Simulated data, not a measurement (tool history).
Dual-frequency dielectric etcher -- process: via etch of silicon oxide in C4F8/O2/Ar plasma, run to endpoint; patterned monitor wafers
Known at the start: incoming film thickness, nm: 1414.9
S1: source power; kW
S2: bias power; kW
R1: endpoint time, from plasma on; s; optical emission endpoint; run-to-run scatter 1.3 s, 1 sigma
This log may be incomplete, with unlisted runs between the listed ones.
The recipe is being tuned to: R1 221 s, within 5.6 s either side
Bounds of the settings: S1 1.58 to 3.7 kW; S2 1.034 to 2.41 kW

run	hour	S1	S2	R1
1	0	2.64	1.722	269.36
2	2.4	2.76	1.761	258.28
3	7.2	2.55	1.761	271.67
4	13.8	2.55	1.633	274.96
5	22.6	2.68	1.658	269.57
6	28.3	2.22	1.658	301.95
7	37.2	2.36	1.676	292.32
8	46.3	2.48	1.69	280.1
9	51.3	2.59	1.705	269.26
10	53.4	2.67	1.715	265.21
11	54.9	3.2	2.021	228.07
12	56.1	3.22	2.024	228.32

Pick the move, out of 4, that brings all results within their allowed miss; only one does.
A	57.3	3.18	2.004	?
B	57.3	3.28	2.215	?
C	57.3	3.13	1.882	?
D	57.3	3	1.878	?

move	R1
A	229.9
B	220.05
C	235.79
D	241.72
A: moves away from the targets compared with the last run
B: all results in spec
C: moves away from the targets compared with the last run
D: moves away from the targets compared with the last run
Correct choice: B, which meets every target
